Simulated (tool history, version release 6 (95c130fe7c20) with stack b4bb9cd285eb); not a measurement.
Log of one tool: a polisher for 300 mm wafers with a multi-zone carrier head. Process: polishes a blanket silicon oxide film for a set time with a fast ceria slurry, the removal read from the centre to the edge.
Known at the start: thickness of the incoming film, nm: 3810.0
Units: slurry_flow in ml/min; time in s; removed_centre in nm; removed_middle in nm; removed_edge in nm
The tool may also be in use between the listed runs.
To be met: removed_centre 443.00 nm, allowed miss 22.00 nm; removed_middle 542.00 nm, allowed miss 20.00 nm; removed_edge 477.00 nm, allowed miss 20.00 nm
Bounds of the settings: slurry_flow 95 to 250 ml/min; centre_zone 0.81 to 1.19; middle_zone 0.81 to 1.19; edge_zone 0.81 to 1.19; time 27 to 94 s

run,hour,slurry_flow,centre_zone,middle_zone,edge_zone,time,removed_centre,removed_middle,removed_edge
1,0.0,160,1.00,1.00,1.00,60,861.04,874.07,885.29
2,3.3,160,1.00,1.03,1.00,60,877.22,913.36,877.49
3,11.4,155,0.96,1.04,0.96,49,676.96,747.18,698.83
4,19.1,155,0.96,1.04,1.00,49,675.31,750.48,711.41
5,26.1,180,0.96,1.04,1.00,49,691.42,764.18,720.14
6,31.1,180,0.90,1.04,1.00,49,666.00,773.86,730.19
7,35.9,175,0.89,1.04,0.96,42,561.44,657.11,620.76
8,42.5,140,0.88,1.09,0.86,33,415.13,513.51,441.11
9,46.0,140,0.88,1.09,0.86,33,407.56,514.57,432.35
10,47.1,150,0.88,1.08,0.87,33,413.72,518.45,455.72

5 next moves are on the table. One of them brings every result within its allowed miss. Which?
A,48.2,100,0.93,0.99,0.86,42,?,?,?
B,48.2,95,1.03,1.07,0.81,40,?,?,?
C,48.2,165,0.81,1.16,0.92,31,?,?,?
D,48.2,95,0.92,1.10,0.84,39,?,?,?
E,48.2,165,0.83,0.99,0.96,33,?,?,?

move,removed_centre,removed_middle,removed_edge
A,491.93,555.77,517.97
B,508.57,554.72,474.00
C,367.04,535.65,431.20
D,442.60,554.09,469.40
E,399.98,498.02,469.33
A: takes the result that was furthest off past its target
B: takes the result that was furthest off past its target
C: further off than the last run
D: meets every target
E: further off than the last run
Answer: D
